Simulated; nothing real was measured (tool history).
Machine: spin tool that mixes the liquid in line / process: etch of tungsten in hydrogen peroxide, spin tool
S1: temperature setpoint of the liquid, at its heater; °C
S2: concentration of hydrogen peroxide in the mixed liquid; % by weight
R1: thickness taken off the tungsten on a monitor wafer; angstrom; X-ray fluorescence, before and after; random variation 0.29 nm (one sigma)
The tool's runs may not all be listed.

run 1 hour=0 | S1=44 S2=17 time_under_the_liquid_(s)=15 | R1=265.54
run 2 hour=5.4 | S1=46.5 S2=17 time_under_the_liquid_(s)=15 | R1=312.43
run 3 hour=8.7 | S1=46.5 S2=13.5 time_under_the_liquid_(s)=15 | R1=273.51
run 4 hour=13.5 | S1=46.5 S2=13.5 time_under_the_liquid_(s)=15 | R1=275.21
run 5 hour=20.9 | S1=46.5 S2=12 time_under_the_liquid_(s)=15 | R1=260.62
run 6 hour=25 | S1=49.5 S2=12 time_under_the_liquid_(s)=15 | R1=309.93
run 7 hour=28.6 | S1=51.5 S2=12 time_under_the_liquid_(s)=15 | R1=354.95
run 8 hour=32.5 | S1=52.5 S2=12 time_under_the_liquid_(s)=15 | R1=380.19
run 9 hour=39.7 | S1=53.5 S2=12 time_under_the_liquid_(s)=15 | R1=397.07

Run 10 is up next; what results do you expect?
run 10 hour=44 | S1=54 S2=12 time_under_the_liquid_(s)=15 | R1=?

Logged for run 10: R1 414.46 angstrom.

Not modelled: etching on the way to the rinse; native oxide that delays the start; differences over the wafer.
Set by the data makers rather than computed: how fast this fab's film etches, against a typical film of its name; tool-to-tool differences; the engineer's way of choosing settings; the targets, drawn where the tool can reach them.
